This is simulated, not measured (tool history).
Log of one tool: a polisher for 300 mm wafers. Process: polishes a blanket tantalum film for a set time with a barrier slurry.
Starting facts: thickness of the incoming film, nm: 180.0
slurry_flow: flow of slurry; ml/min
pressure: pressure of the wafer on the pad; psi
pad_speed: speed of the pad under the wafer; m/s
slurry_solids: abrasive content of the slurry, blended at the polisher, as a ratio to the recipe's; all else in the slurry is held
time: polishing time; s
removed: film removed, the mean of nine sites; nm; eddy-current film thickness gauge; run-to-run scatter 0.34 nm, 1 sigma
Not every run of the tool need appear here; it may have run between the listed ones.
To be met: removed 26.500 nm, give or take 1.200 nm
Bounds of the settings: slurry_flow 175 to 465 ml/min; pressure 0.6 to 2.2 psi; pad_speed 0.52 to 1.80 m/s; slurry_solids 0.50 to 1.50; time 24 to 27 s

| run | hour | slurry_flow | pressure | pad_speed | slurry_solids | time | removed |
|---|---|---|---|---|---|---|---|
| 1 | 0.0 | 295 | 1.4 | 1.16 | 1.00 | 27 | 38.363 |
| 2 | 5.6 | 335 | 1.4 | 1.16 | 1.00 | 27 | 39.143 |
| 3 | 13.8 | 335 | 1.6 | 1.16 | 1.00 | 27 | 41.405 |
| 4 | 14.5 | 335 | 1.4 | 1.12 | 1.00 | 27 | 36.940 |
| 5 | 15.3 | 335 | 1.4 | 0.84 | 1.00 | 27 | 28.664 |
|  | 24.3 | slurry blender recalibrated |
| 6 | 24.3 | 335 | 1.4 | 0.94 | 1.00 | 27 | 34.442 |
| 7 | 31.9 | 330 | 1.3 | 0.92 | 1.00 | 27 | 32.392 |
| 8 | 34.8 | 330 | 1.2 | 0.88 | 1.00 | 27 | 29.694 |

Exercise: of the 4 proposed moves below, exactly one satisfies all targets within the stated allowed misses. Which move is it?
| A | 37.7 | 340 | 1.2 | 1.04 | 0.95 | 24 | ? |
| B | 37.7 | 315 | 1.3 | 0.92 | 0.80 | 27 | ? |
| C | 37.7 | 395 | 1.6 | 0.80 | 0.85 | 24 | ? |
| D | 37.7 | 225 | 1.5 | 0.98 | 0.85 | 24 | ? |

| move | removed |
|---|---|
| A | 30.221 |
| B | 28.707 |
| C | 26.549 |
| D | 30.060 |
A: lands further from the targets than the last run did
B: nearer than the last run, and not there yet
C: all results land within tolerance of their targets
D: lands further from the targets than the last run did
Answer: C
